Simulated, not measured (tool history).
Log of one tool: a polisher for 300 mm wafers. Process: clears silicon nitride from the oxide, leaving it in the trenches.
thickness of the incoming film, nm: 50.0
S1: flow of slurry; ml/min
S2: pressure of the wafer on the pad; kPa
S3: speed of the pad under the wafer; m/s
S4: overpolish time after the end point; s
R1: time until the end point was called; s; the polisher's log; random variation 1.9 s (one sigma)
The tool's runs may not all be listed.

Run 1, hour 0: S1 230 ml/min, S2 14.5 kPa, S3 1 m/s, S4 25 s. Result: R1 70.905 s.
Run 2, hour 1.6: S1 230 ml/min, S2 14.5 kPa, S3 1 m/s, S4 25 s. Result: R1 68.222 s.
Run 3, hour 10.2: S1 230 ml/min, S2 14.5 kPa, S3 1 m/s, S4 26 s. Result: R1 70.297 s.
Run 4, hour 15: S1 280 ml/min, S2 14.5 kPa, S3 1 m/s, S4 26 s. Result: R1 68.195 s.
At hour 15.7: head pressure recalibrated.
Run 5, hour 15.7: S1 280 ml/min, S2 15.9 kPa, S3 1 m/s, S4 26 s. Result: R1 69.471 s.
Run 6, hour 21.6: S1 280 ml/min, S2 15.2 kPa, S3 0.88 m/s, S4 26 s. Result: R1 78.993 s.
Run 7, hour 26.1: S1 280 ml/min, S2 13.8 kPa, S3 0.84 m/s, S4 26 s. Result: R1 89.665 s.

Run 8 comes next. What will it give?
Run 8, hour 31.5: S1 280 ml/min, S2 12.4 kPa, S3 0.82 m/s, S4 26 s. Result: R1 ?.

Run 8 gave R1 102.53 s.
